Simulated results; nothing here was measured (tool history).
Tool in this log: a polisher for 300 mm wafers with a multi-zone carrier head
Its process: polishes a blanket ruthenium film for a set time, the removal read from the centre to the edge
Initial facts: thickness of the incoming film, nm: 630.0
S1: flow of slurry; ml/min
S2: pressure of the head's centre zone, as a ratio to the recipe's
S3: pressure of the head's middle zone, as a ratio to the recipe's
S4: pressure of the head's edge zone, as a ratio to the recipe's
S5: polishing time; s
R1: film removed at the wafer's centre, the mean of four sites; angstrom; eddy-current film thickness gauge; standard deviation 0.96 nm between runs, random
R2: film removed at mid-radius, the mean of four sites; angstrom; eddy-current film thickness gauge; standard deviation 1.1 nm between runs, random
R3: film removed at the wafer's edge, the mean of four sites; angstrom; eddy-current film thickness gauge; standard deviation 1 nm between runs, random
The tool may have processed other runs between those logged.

Run 1, hour 0.0: S1 250 ml/min, S2 1.00, S3 1.00, S4 1.00, S5 87 s. Result: R1 1056.70 angstrom, R2 1037.50 angstrom, R3 1016.50 angstrom.
Run 2, hour 3.7: S1 250 ml/min, S2 1.07, S3 1.00, S4 1.00, S5 87 s. Result: R1 1125.00 angstrom, R2 1068.40 angstrom, R3 1037.80 angstrom.
Run 3, hour 5.9: S1 250 ml/min, S2 1.07, S3 1.00, S4 1.08, S5 87 s. Result: R1 1118.00 angstrom, R2 1042.40 angstrom, R3 1075.40 angstrom.
Run 4, hour 8.3: S1 250 ml/min, S2 1.07, S3 0.99, S4 1.06, S5 84 s. Result: R1 1083.40 angstrom, R2 1024.40 angstrom, R3 1007.60 angstrom.
Run 5, hour 16.8: S1 250 ml/min, S2 1.07, S3 0.99, S4 1.06, S5 102 s. Result: R1 1317.40 angstrom, R2 1194.60 angstrom, R3 1275.90 angstrom.
Run 6, hour 21.1: S1 250 ml/min, S2 1.01, S3 0.99, S4 1.06, S5 102 s. Result: R1 1255.30 angstrom, R2 1214.80 angstrom, R3 1226.60 angstrom.
Run 7, hour 26.2: S1 250 ml/min, S2 0.94, S3 0.89, S4 0.96, S5 78 s. Result: R1 882.56 angstrom, R2 857.46 angstrom, R3 888.03 angstrom.
Run 8, hour 31.1: S1 250 ml/min, S2 0.95, S3 0.89, S4 0.95, S5 77 s. Result: R1 882.83 angstrom, R2 858.21 angstrom, R3 876.84 angstrom.
Run 9, hour 39.2: S1 250 ml/min, S2 0.96, S3 0.89, S4 0.94, S5 76 s. Result: R1 891.61 angstrom, R2 830.69 angstrom, R3 862.36 angstrom.

Run 10 has not been measured yet. What should we expect?
Run 10, hour 44.2: S1 250 ml/min, S2 0.96, S3 0.89, S4 0.93, S5 75 s. Result: R1 ?, R2 ?, R3 ?.

{"run 10": {"R1": 867.02, "R2": 830.25, "R3": 845.0}}
